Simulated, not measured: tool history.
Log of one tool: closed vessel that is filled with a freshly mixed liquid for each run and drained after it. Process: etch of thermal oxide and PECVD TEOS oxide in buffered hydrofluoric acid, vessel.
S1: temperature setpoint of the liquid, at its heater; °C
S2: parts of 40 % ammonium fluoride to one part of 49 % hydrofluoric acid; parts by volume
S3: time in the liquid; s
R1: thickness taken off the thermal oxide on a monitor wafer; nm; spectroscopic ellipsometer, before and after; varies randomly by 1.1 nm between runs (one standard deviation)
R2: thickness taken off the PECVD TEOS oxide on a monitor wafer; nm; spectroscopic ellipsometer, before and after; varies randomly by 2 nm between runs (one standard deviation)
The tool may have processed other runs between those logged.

run 1 hour=0 | S1=22 S2=19.5 S3=105 | R1=59.693 R2=119.81
run 2 hour=3.4 | S1=24 S2=18.5 S3=105 | R1=71.006 R2=139.45
run 3 hour=4.8 | S1=25 S2=17.5 S3=105 | R1=77.454 R2=155.85
run 4 hour=11.6 | S1=26 S2=17 S3=105 | R1=84.293 R2=171.81
run 5 hour=20.9 | S1=26 S2=22 S3=105 | R1=67.858 R2=136.71
run 6 hour=25.6 | S1=27.5 S2=22 S3=105 | R1=74.573 R2=148.24
run 7 hour=33.6 | S1=28 S2=20.5 S3=105 | R1=79.378 R2=159.84
run 8 hour=40 | S1=28.5 S2=19 S3=105 | R1=88.18 R2=172.78
run 9 hour=47.4 | S1=28.5 S2=18 S3=105 | R1=90.591 R2=182.8
run 10 hour=48.6 | S1=29 S2=17.5 S3=105 | R1=97.025 R2=199.61
run 11 hour=51.2 | S1=29.5 S2=17 S3=105 | R1=101.44 R2=206.32

For run 12, what comes out?
run 12 hour=56.4 | S1=30 S2=15.5 S3=105 | R1=? R2=?

Run 12 produced R1 116.96 nm, R2 233.84 nm.
